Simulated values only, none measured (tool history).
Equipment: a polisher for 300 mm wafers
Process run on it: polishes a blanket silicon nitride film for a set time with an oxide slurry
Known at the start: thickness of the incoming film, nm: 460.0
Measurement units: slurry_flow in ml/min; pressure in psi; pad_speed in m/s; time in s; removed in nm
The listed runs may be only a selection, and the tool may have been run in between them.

run 1 day=0.000 | slurry_flow=200 pressure=3.2 pad_speed=1.14 slurry_solids=1.0 time=47 | removed=29.078
run 2 day=0.200 | slurry_flow=200 pressure=3.2 pad_speed=0.92 slurry_solids=1.0 time=47 | removed=25.020
run 3 day=0.554 | slurry_flow=205 pressure=3.7 pad_speed=0.92 slurry_solids=1.0 time=47 | removed=28.701
run 4 day=0.725 | slurry_flow=205 pressure=4.1 pad_speed=0.94 slurry_solids=1.0 time=47 | removed=32.375
run 5 day=1.025 | slurry_flow=180 pressure=4.1 pad_speed=0.94 slurry_solids=1.0 time=47 | removed=32.587
run 6 day=1.367 | slurry_flow=140 pressure=4.1 pad_speed=0.94 slurry_solids=1.0 time=47 | removed=30.575

Expected results for the next run?
run 7 day=1.417 | slurry_flow=165 pressure=4.4 pad_speed=0.94 slurry_solids=1.0 time=47 | removed=?

removed: 33.307 nm

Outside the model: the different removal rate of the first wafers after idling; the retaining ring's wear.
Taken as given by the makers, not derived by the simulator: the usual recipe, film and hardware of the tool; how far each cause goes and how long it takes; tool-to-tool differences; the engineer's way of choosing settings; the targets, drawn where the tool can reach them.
